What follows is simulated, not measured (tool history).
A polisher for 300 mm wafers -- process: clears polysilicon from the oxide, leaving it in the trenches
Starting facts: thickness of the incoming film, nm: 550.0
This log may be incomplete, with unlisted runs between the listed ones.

| run | hour | flow of slurry (ml/min) | pressure of the wafer on the pad (psi) | speed of the pad under the wafer (cm/s) | overpolish time after the end point (s) | time until the end point was called (s) | dishing of a wide line in a test structure (angstrom) |
|---|---|---|---|---|---|---|---|
| 1 | 0.0 | 215 | 2.0 | 82 | 14 | 81.458 | 452.21 |
| 2 | 4.5 | 190 | 2.0 | 82 | 14 | 82.801 | 455.60 |
| 3 | 5.1 | 190 | 2.1 | 82 | 14 | 78.755 | 469.98 |
| 4 | 12.4 | 190 | 1.9 | 82 | 14 | 84.854 | 455.73 |
| 5 | 14.0 | 190 | 2.0 | 82 | 14 | 84.310 | 464.40 |
| 6 | 18.3 | 190 | 2.0 | 66 | 14 | 103.030 | 427.79 |
| 7 | 26.7 | 190 | 2.2 | 66 | 14 | 92.785 | 436.58 |

Estimate the outcome of run 8 from the log above:
| 8 | 28.2 | 190 | 2.8 | 70 | 15 | ? | ? |

Run 8 gave time until the end point was called (s) 67.606, dishing of a wide line in a test structure (angstrom) 498.00.
